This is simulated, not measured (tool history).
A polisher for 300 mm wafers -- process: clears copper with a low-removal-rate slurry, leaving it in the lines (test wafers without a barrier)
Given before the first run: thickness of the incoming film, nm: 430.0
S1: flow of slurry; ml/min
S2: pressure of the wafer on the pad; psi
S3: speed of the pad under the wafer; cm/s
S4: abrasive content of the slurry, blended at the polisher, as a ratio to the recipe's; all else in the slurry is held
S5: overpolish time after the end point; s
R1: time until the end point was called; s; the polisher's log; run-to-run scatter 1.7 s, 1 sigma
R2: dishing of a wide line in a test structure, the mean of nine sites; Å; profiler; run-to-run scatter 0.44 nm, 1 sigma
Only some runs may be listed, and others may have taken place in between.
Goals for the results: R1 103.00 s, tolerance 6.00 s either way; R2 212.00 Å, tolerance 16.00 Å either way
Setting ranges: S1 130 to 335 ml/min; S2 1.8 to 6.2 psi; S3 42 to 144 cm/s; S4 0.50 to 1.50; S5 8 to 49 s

run,hour,S1,S2,S3,S4,S5,R1,R2
1,0.0,215,4.0,92,1.00,25,147.05,350.41
2,1.4,215,4.0,92,1.00,20,146.66,306.53
3,9.6,215,4.0,92,0.85,20,149.82,306.85
4,11.0,215,4.0,98,0.95,17,136.79,293.55
# hour 16.4: slurry blender recalibrated
5,16.4,200,3.7,108,1.05,15,129.03,273.81
6,20.0,200,3.7,108,1.05,22,133.28,339.67
7,21.2,205,3.8,108,1.15,18,120.29,309.94
8,22.1,190,3.6,112,1.25,15,127.56,279.21
9,27.6,130,3.4,138,1.50,8,114.26,199.19

5 next moves are on the table. One of them brings every result within its allowed miss. Which?
A,33.1,140,2.8,142,1.40,8,?,?
B,33.1,130,4.1,106,1.50,8,?,?
C,33.1,130,4.5,120,1.20,8,?,?
D,33.1,140,3.5,122,1.50,8,?,?
E,33.1,130,3.2,130,1.50,8,?,?

move,R1,R2
A,127.67,165.47
B,118.09,177.23
C,99.70,201.76
D,117.93,176.86
E,122.96,170.91
A: lands further from the targets than the last run did
B: lands further from the targets than the last run did
C: meets every target
D: lands further from the targets than the last run did
E: lands further from the targets than the last run did
Go with C: it meets all targets.

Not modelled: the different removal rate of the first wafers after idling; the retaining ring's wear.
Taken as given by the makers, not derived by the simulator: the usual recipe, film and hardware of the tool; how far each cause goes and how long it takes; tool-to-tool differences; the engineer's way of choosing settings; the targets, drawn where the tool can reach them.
